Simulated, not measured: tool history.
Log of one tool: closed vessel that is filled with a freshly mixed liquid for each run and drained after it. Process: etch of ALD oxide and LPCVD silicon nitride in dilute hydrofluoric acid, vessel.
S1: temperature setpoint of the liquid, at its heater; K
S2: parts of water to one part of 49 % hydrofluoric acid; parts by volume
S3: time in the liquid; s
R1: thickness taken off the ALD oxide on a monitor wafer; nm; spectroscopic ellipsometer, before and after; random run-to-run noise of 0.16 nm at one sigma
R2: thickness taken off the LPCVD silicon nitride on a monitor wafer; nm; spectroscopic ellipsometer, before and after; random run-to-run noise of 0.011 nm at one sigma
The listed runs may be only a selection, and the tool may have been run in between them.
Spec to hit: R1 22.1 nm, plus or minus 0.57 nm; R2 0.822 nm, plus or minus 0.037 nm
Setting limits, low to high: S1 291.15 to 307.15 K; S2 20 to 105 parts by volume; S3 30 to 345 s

run 1 day=0 | S1=299.15 S2=55 S3=175 | R1=49.432 R2=1.7636
run 2 day=0.304 | S1=302.65 S2=55 S3=175 | R1=56.745 R2=2.2721
run 3 day=0.492 | S1=301.65 S2=60 S3=175 | R1=49.954 R2=1.9328
run 4 day=0.788 | S1=301.65 S2=60 S3=205 | R1=58.58 R2=2.3288
run 5 day=0.933 | S1=300.65 S2=65 S3=205 | R1=51.365 R2=1.9806
run 6 day=1.067 | S1=300.15 S2=70 S3=205 | R1=46.446 R2=1.8149
run 7 day=1.3 | S1=299.15 S2=75 S3=205 | R1=41.936 R2=1.5274
run 8 day=1.512 | S1=299.15 S2=80 S3=200 | R1=37.577 R2=1.4121
run 9 day=1.608 | S1=295.15 S2=105 S3=210 | R1=24.691 R2=0.84766
run 10 day=1.979 | S1=295.65 S2=105 S3=205 | R1=24.796 R2=0.89434
run 11 day=2.242 | S1=296.15 S2=105 S3=175 | R1=21.615 R2=0.78275

Exercise: of the 4 proposed moves below, exactly one satisfies all targets within the stated allowed misses. Which move is it?
run A day=2.504 | S1=298.15 S2=100 S3=155 | R1=? R2=?
run B day=2.504 | S1=298.65 S2=105 S3=155 | R1=? R2=?
run C day=2.504 | S1=296.15 S2=90 S3=145 | R1=? R2=?
run D day=2.504 | S1=303.65 S2=105 S3=125 | R1=? R2=?

move=A R1=21.928 R2=0.82352
move=B R1=21.175 R2=0.81078
move=C R1=21.284 R2=0.74861
move=D R1=20.681 R2=0.89999
A: each result inside its tolerance
B: brings the last run's worst result on target, with another outside its allowed miss
C: its largest miss is bigger than the last run's
D: the result that was furthest off in the last run now lies on the other side of its target
Go with A: it meets all targets.
